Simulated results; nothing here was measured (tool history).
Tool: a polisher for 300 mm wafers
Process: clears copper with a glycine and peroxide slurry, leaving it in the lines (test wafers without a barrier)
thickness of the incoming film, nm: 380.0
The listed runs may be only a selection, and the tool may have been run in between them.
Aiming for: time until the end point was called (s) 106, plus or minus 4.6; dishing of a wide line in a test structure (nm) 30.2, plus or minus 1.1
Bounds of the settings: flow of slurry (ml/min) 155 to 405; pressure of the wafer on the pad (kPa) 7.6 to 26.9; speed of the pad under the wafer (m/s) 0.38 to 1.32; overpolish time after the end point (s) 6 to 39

run  hour  flow of slurry (ml/min)  pressure of the wafer on the pad (kPa)  speed of the pad under the wafer (m/s)  overpolish time after the end point (s)  time until the end point was called (s)  dishing of a wide line in a test structure (nm)
  1     0                      260                                    17.2                                    0.84                                       20                                   74.081                                           37.533
  2   3.4                      260                                    17.2                                    0.64                                       20                                   88.487                                           35.824
  3  10.1                      260                                    16.5                                    0.64                                       19                                   92.011                                           34.064
  4  18.4                      260                                    16.5                                    0.54                                       19                                   102.11                                           32.628
  5  19.8                      260                                    16.5                                    0.54                                       25                                   103.09                                           38.066
  6    22                      260                                    16.5                                    0.54                                       32                                   101.82                                           41.632
  7  23.9                      260                                    15.2                                     0.6                                       22                                   99.566                                           35.873
  8  28.6                      260                                    13.1                                    0.58                                       12                                    110.7                                           23.269
  9  32.8                      260                                    13.8                                    0.56                                       13                                    111.1                                           24.406
 10  40.9                      260                                    14.5                                    0.56                                       14                                   105.51                                           26.066
 11  44.9                      260                                    15.2                                    0.52                                       21                                   109.38                                           33.591

Below are 4 possible settings for the next run. Only one of them brings all results inside the allowed miss of their targets. Which is it?
  A  48.9                      255                                    17.2                                    0.48                                       31                                        ?                                                ?
  B  48.9                      265                                    15.2                                     0.5                                       25                                        ?                                                ?
  C  48.9                      240                                    13.1                                    0.62                                       18                                        ?                                                ?
  D  48.9                      270                                    13.8                                     0.6                                       26                                        ?                                                ?

move  time until the end point was called (s)  dishing of a wide line in a test structure (nm)
   A                                   104.74                                           41.323
   B                                   109.68                                           36.669
   C                                   106.39                                           30.634
   D                                   104.45                                           37.754
A: the biggest miss grows against the last run
B: the biggest miss grows against the last run
C: hits every target within its allowed miss
D: the biggest miss grows against the last run
C meets every target.

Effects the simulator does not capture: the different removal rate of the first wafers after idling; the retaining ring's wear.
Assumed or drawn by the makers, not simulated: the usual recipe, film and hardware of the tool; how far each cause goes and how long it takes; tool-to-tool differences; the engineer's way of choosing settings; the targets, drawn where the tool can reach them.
